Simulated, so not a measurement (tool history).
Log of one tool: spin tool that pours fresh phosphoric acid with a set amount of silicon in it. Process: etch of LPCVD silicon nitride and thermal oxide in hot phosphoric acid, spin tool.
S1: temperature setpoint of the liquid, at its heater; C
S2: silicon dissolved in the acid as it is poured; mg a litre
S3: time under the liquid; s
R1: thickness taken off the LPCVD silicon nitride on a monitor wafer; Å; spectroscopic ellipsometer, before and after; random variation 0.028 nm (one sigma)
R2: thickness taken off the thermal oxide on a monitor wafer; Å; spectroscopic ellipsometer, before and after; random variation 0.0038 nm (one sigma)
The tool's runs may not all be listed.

run	hour	S1	S2	S3	R1	R2
1	0.0	160.0	21.5	140	134.20	2.3140
2	5.0	160.0	17.0	140	132.51	2.9620
3	11.0	160.0	17.0	195	186.21	3.9606
4	19.5	160.0	17.0	220	207.99	3.7092
5	21.6	159.5	17.5	200	186.58	4.0830
6	23.5	161.0	17.5	200	196.88	4.0294
7	30.5	160.5	16.5	180	175.99	3.8002

Forecast run 8:
8	35.1	160.0	20.0	165	?	?

{"run 8": {"R1": 155.57, "R2": 2.7436}}
